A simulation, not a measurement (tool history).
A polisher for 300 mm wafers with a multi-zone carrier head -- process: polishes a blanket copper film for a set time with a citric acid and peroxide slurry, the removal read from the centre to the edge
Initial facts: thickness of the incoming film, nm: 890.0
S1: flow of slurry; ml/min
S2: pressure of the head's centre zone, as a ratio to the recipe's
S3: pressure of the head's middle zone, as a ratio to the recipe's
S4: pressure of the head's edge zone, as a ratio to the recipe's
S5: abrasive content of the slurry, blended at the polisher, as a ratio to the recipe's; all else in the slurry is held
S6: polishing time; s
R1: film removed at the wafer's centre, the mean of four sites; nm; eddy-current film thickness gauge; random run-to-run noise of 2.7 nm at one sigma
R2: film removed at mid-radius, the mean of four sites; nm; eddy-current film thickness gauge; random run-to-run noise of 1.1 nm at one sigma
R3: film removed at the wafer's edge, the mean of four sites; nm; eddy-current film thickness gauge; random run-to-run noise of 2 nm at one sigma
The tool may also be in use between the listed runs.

{"run": 1, "hour": 0.0, "S1": 275, "S2": 1.0, "S3": 1.0, "S4": 1.0, "S5": 1.0, "S6": 44, "R1": 153.88, "R2": 146.87, "R3": 150.82}
{"run": 2, "hour": 3.6, "S1": 275, "S2": 1.0, "S3": 1.0, "S4": 1.05, "S5": 1.0, "S6": 44, "R1": 156.08, "R2": 146.89, "R3": 153.5}
{"run": 3, "hour": 4.9, "S1": 270, "S2": 0.98, "S3": 0.98, "S4": 1.07, "S5": 1.05, "S6": 46, "R1": 155.67, "R2": 152.79, "R3": 163.4}
{"run": 4, "hour": 7.0, "S1": 270, "S2": 0.98, "S3": 0.98, "S4": 1.07, "S5": 1.05, "S6": 39, "R1": 133.5, "R2": 129.23, "R3": 142.35}
{"run": 5, "hour": 14.9, "S1": 270, "S2": 0.98, "S3": 1.04, "S4": 1.07, "S5": 1.05, "S6": 39, "R1": 133.42, "R2": 136.47, "R3": 140.71}
{"run": 6, "hour": 22.4, "S1": 270, "S2": 0.98, "S3": 0.96, "S4": 1.07, "S5": 1.05, "S6": 39, "R1": 129.94, "R2": 127.24, "R3": 139.39}
{"run": 7, "hour": 23.0, "S1": 265, "S2": 0.98, "S3": 0.94, "S4": 1.09, "S5": 1.1, "S6": 42, "R1": 147.73, "R2": 134.99, "R3": 151.75}
{"run": 8, "hour": 27.4, "S1": 270, "S2": 0.96, "S3": 0.92, "S4": 1.11, "S5": 1.15, "S6": 44, "R1": 149.78, "R2": 138.66, "R3": 160.44}
{"run": 9, "hour": 30.4, "S1": 270, "S2": 0.95, "S3": 0.91, "S4": 1.12, "S5": 1.2, "S6": 46, "R1": 158.42, "R2": 148.18, "R3": 173.05}

For run 10, what comes out?
{"run": 10, "hour": 38.9, "S1": 275, "S2": 0.94, "S3": 0.9, "S4": 1.13, "S5": 1.25, "S6": 47, "R1": "?", "R2": "?", "R3": "?"}

R1: 162.03 nm
R2: 149.89 nm
R3: 179.20 nm
